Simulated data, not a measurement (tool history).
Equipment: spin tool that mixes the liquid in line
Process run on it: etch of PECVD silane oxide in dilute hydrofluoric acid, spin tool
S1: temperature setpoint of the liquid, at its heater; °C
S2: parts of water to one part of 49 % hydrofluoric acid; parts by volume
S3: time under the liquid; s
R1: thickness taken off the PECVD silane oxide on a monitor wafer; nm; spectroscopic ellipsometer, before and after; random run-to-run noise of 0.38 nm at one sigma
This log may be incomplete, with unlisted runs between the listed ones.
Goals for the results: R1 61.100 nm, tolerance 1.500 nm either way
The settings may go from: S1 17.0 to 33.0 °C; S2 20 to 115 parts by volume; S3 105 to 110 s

run 1 hour=0.0 | S1=25.0 S2=65 S3=105 | R1=38.126
run 2 hour=7.0 | S1=28.5 S2=65 S3=105 | R1=43.228
run 3 hour=7.7 | S1=27.5 S2=65 S3=105 | R1=41.561
run 4 hour=14.0 | S1=29.0 S2=65 S3=105 | R1=44.514
run 5 hour=20.3 | S1=29.0 S2=65 S3=110 | R1=46.796
run 6 hour=24.5 | S1=29.0 S2=65 S3=110 | R1=46.509
run 7 hour=28.5 | S1=30.0 S2=65 S3=110 | R1=48.614
run 8 hour=31.8 | S1=33.0 S2=55 S3=110 | R1=65.352
run 9 hour=33.7 | S1=32.5 S2=55 S3=110 | R1=64.824
run 10 hour=38.2 | S1=30.5 S2=55 S3=110 | R1=58.968

Which single option among these 4 for the next run brings every result within its allowed miss of target? Just one does.
run A hour=42.7 | S1=24.0 S2=45 S3=110 | R1=?
run B hour=42.7 | S1=27.5 S2=45 S3=110 | R1=?
run C hour=42.7 | S1=32.5 S2=55 S3=105 | R1=?
run D hour=42.7 | S1=29.0 S2=55 S3=110 | R1=?

move=A R1=57.149
move=B R1=66.090
move=C R1=62.135
move=D R1=56.674
A: the biggest miss grows against the last run
B: takes the biggest miss from the last run beyond its target
C: all results land within tolerance of their targets
D: the biggest miss grows against the last run
So the answer is move C, the one that meets all the targets.

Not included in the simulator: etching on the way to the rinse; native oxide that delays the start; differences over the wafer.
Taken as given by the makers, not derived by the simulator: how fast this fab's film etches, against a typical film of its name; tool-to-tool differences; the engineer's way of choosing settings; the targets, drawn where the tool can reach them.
